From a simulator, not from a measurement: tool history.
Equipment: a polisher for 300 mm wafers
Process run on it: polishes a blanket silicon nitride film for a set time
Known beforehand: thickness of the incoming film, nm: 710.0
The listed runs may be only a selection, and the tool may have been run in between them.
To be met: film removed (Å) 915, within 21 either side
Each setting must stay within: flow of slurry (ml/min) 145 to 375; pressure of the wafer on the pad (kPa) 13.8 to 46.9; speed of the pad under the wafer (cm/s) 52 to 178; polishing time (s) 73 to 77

| run | hour | flow of slurry (ml/min) | pressure of the wafer on the pad (kPa) | speed of the pad under the wafer (cm/s) | polishing time (s) | film removed (Å) |
|---|---|---|---|---|---|---|
| 1 | 0 | 240 | 30.3 | 114 | 73 | 1414.6 |
| 2 | 8.6 | 240 | 30.3 | 132 | 73 | 1607.2 |
| 3 | 15.3 | 235 | 24.8 | 132 | 73 | 1307 |
| 4 | 23.6 | 190 | 24.8 | 132 | 73 | 1275.2 |
| 5 | 27.9 | 190 | 24.8 | 146 | 73 | 1396.6 |
| 6 | 30.8 | 190 | 24.8 | 146 | 77 | 1449.5 |
| 7 | 36.2 | 180 | 21.4 | 144 | 77 | 1245.8 |
| 8 | 43.4 | 175 | 18.6 | 144 | 77 | 1082.5 |
| 9 | 49.8 | 155 | 14.5 | 144 | 77 | 833.29 |
| 10 | 57.7 | 215 | 14.5 | 144 | 77 | 866.75 |

Exercise: of the 5 proposed moves below, exactly one satisfies all targets within the stated allowed misses. Which move is it?
| A | 65.6 | 225 | 14.5 | 144 | 74 | ? |
| B | 65.6 | 230 | 15.2 | 122 | 77 | ? |
| C | 65.6 | 160 | 14.5 | 140 | 77 | ? |
| D | 65.6 | 280 | 14.5 | 142 | 73 | ? |
| E | 65.6 | 195 | 21.4 | 96 | 77 | ? |

| move | film removed (Å) |
|---|---|
| A | 848.74 |
| B | 810.34 |
| C | 817.4 |
| D | 849.15 |
| E | 905.43 |
A: misses by more than the last run did
B: misses by more than the last run did
C: misses by more than the last run did
D: misses by more than the last run did
E: every result lands within tolerance
E is the move that brings every result within its allowed miss.
